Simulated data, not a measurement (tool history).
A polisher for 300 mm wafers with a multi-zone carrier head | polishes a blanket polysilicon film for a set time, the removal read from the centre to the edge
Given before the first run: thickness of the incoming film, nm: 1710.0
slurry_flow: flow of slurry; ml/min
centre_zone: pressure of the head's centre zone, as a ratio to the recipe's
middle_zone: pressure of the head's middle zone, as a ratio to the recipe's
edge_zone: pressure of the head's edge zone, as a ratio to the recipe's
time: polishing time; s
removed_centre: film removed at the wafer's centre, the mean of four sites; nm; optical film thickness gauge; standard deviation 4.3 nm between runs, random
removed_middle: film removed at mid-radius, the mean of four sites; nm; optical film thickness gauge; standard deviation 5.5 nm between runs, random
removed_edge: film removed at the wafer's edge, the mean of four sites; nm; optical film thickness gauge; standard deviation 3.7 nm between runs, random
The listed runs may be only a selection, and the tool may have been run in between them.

{"run": 1, "hour": 0.0, "slurry_flow": 185, "centre_zone": 1.0, "middle_zone": 1.0, "edge_zone": 1.0, "time": 56, "removed_centre": 504.47, "removed_middle": 531.55, "removed_edge": 542.75}
{"run": 2, "hour": 8.2, "slurry_flow": 175, "centre_zone": 0.99, "middle_zone": 0.99, "edge_zone": 0.99, "time": 56, "removed_centre": 495.79, "removed_middle": 521.11, "removed_edge": 535.63}
{"run": 3, "hour": 11.9, "slurry_flow": 170, "centre_zone": 0.98, "middle_zone": 0.98, "edge_zone": 0.98, "time": 56, "removed_centre": 482.15, "removed_middle": 531.38, "removed_edge": 531.03}
{"run": 4, "hour": 16.1, "slurry_flow": 165, "centre_zone": 0.98, "middle_zone": 0.96, "edge_zone": 0.98, "time": 55, "removed_centre": 474.01, "removed_middle": 513.5, "removed_edge": 517.52}
{"run": 5, "hour": 25.1, "slurry_flow": 160, "centre_zone": 0.98, "middle_zone": 0.94, "edge_zone": 0.99, "time": 55, "removed_centre": 472.73, "removed_middle": 492.64, "removed_edge": 518.07}
{"run": 6, "hour": 34.1, "slurry_flow": 160, "centre_zone": 0.98, "middle_zone": 1.0, "edge_zone": 0.99, "time": 55, "removed_centre": 469.1, "removed_middle": 516.41, "removed_edge": 516.11}
{"run": 7, "hour": 35.0, "slurry_flow": 160, "centre_zone": 0.98, "middle_zone": 1.0, "edge_zone": 0.99, "time": 55, "removed_centre": 478.77, "removed_middle": 521.23, "removed_edge": 523.31}
{"run": 8, "hour": 40.6, "slurry_flow": 160, "centre_zone": 0.98, "middle_zone": 0.98, "edge_zone": 0.99, "time": 55, "removed_centre": 476.27, "removed_middle": 521.44, "removed_edge": 523.77}
{"run": 9, "hour": 44.0, "slurry_flow": 160, "centre_zone": 0.97, "middle_zone": 0.96, "edge_zone": 0.99, "time": 55, "removed_centre": 467.81, "removed_middle": 507.9, "removed_edge": 519.28}

What does the tool deliver on the next run?
{"run": 10, "hour": 52.7, "slurry_flow": 155, "centre_zone": 0.97, "middle_zone": 0.95, "edge_zone": 0.99, "time": 55, "removed_centre": "?", "removed_middle": "?", "removed_edge": "?"}

{"run 10": {"removed_centre": 464.37, "removed_middle": 502.7, "removed_edge": 522.48}}
